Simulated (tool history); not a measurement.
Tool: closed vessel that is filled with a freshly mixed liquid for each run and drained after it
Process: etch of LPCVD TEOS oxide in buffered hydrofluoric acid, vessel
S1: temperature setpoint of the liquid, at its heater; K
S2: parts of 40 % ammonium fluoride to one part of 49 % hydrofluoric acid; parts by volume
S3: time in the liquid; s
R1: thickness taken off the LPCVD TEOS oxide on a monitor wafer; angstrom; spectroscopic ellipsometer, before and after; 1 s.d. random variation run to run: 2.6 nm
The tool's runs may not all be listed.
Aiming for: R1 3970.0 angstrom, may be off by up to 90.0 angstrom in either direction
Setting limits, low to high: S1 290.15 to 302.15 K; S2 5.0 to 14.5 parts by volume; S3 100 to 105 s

run	day	S1	S2	S3	R1
1	0.000	294.15	9.0	100	2605.4
2	0.262	294.15	9.0	100	2613.5
3	0.567	296.15	9.0	100	2911.3
4	0.604	299.65	9.0	100	3478.3
5	0.650	299.65	9.0	105	3646.4
6	0.958	299.65	10.5	105	3297.5
7	1.275	300.15	10.5	105	3415.4
8	1.471	300.65	10.5	105	3461.6
9	1.775	301.65	10.0	105	3801.1
# day 1.829: thermometer replaced
10	1.829	302.15	10.0	105	3507.1
11	1.958	302.15	9.5	105	3662.0

Consider the 4 candidate settings below. Which is the only one whose results all fall within their allowed miss of target?
A	2.088	302.15	10.0	100	?
B	2.088	302.15	10.5	100	?
C	2.088	302.15	10.5	105	?
D	2.088	300.15	7.5	100	?

move	R1
A	3435.1
B	3276.1
C	3439.9
D	4020.7
A: misses by more than the last run did
B: misses by more than the last run did
C: misses by more than the last run did
D: all results in spec
The right move is D.
